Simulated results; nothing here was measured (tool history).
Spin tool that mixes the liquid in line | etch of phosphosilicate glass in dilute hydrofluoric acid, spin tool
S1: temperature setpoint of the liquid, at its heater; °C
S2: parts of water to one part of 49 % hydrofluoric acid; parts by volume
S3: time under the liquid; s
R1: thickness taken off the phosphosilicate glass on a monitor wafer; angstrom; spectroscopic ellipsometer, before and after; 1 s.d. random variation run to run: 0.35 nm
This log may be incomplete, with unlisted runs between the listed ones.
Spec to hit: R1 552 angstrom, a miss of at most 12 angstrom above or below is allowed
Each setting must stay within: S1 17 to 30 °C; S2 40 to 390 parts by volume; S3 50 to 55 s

run 1 hour=0 | S1=22 S2=215 S3=50 | R1=209.86
run 2 hour=5.5 | S1=23.5 S2=190 S3=50 | R1=256.04
run 3 hour=8.5 | S1=23.5 S2=190 S3=55 | R1=281.64
run 4 hour=12 | S1=24.5 S2=170 S3=55 | R1=339.18
run 5 hour=20.7 | S1=25.5 S2=160 S3=55 | R1=374.26
run 6 hour=27.3 | S1=25.5 S2=160 S3=55 | R1=369.84
run 7 hour=32 | S1=25.5 S2=160 S3=55 | R1=371.54
run 8 hour=34.4 | S1=29.5 S2=110 S3=55 | R1=668.54
run 9 hour=41.1 | S1=29 S2=110 S3=55 | R1=656.73
run 10 hour=42.3 | S1=28.5 S2=110 S3=55 | R1=648.37
run 11 hour=48.6 | S1=28 S2=110 S3=55 | R1=641.52
run 12 hour=55.1 | S1=27.5 S2=110 S3=55 | R1=623.27
run 13 hour=57.8 | S1=27 S2=110 S3=55 | R1=614.8
run 14 hour=64.1 | S1=26.5 S2=110 S3=55 | R1=597.05
run 15 hour=68.7 | S1=26 S2=110 S3=55 | R1=589.03
run 16 hour=71.9 | S1=26 S2=110 S3=55 | R1=587.59
run 17 hour=74.5 | S1=25.5 S2=110 S3=55 | R1=577.66
run 18 hour=82.6 | S1=25 S2=110 S3=55 | R1=566.48

Consider the 4 candidate settings below. Which is the only one whose results all fall within their allowed miss of target?
run A hour=90.7 | S1=28 S2=110 S3=50 | R1=?
run B hour=90.7 | S1=25.5 S2=110 S3=55 | R1=?
run C hour=90.7 | S1=24.5 S2=105 S3=55 | R1=?
run D hour=90.7 | S1=27 S2=120 S3=55 | R1=?

move=A R1=587.7
move=B R1=587.4
move=C R1=595.5
move=D R1=563.17
A: its largest miss is bigger than the last run's
B: its largest miss is bigger than the last run's
C: its largest miss is bigger than the last run's
D: hits every target within its allowed miss
Answer: D

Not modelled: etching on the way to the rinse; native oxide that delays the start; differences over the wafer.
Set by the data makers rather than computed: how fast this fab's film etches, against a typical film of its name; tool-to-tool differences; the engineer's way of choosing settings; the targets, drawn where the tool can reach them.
